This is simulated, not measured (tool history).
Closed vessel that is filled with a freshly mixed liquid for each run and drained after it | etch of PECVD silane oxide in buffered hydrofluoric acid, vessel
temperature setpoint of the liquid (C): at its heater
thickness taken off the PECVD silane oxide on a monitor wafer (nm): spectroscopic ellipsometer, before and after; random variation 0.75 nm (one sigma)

run	hour	temperature setpoint of the liquid (C)	parts of 40 % ammonium fluoride to one part of 49 % hydrofluoric acid (parts by volume)	time in the liquid (s)	thickness taken off the PECVD silane oxide on a monitor wafer (nm)
1	0	24	13	85	153.63
2	5.4	25.5	13	85	166.63
3	11.1	27	13	85	179.6
4	12.5	28	13	85	188.83
5	20.5	24.5	13	85	157.23
6	25.8	26	13	85	171.69

The next listed run, before its measurement:
7	30.4	30	13	85	?

{"run 7": {"thickness taken off the PECVD silane oxide on a monitor wafer (nm)": 211.49}}
